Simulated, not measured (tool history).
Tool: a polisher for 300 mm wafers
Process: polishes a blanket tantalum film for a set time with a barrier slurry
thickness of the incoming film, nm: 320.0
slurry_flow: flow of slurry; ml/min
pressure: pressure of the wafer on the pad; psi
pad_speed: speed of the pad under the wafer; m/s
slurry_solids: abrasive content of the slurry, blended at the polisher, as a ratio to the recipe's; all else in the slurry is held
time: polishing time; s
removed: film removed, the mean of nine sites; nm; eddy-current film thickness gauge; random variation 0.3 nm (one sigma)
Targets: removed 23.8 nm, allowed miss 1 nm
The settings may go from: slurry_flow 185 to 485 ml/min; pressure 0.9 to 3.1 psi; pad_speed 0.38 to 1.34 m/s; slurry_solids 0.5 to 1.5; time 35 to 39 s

run,hour,slurry_flow,pressure,pad_speed,slurry_solids,time,removed
1,0,310,2,0.86,1,39,47.593
2,8.9,310,1.7,0.82,1,39,39.28
3,12.8,310,1.5,0.8,1,39,34.241
4,19.6,310,1.5,0.8,1,35,30.866
5,20.7,310,1.5,0.8,1.1,35,31.165
6,24.9,310,1.4,0.8,1.1,35,29.568
7,29.5,310,1.3,0.8,1.1,35,27.267
8,32.5,310,1.2,0.8,1.1,35,25.23

Which of these 4 next moves meets every target?
A,35.5,325,1.2,0.84,1.25,35,?
B,35.5,360,1.1,0.82,1.1,35,?
C,35.5,310,1.3,0.78,1.1,35,?
D,35.5,450,1.2,0.9,0.8,36,?

move,removed
A,27.417
B,24.168
C,27.052
D,26.765
A: further off than the last run
B: meets every target
C: further off than the last run
D: further off than the last run
The right move is B.
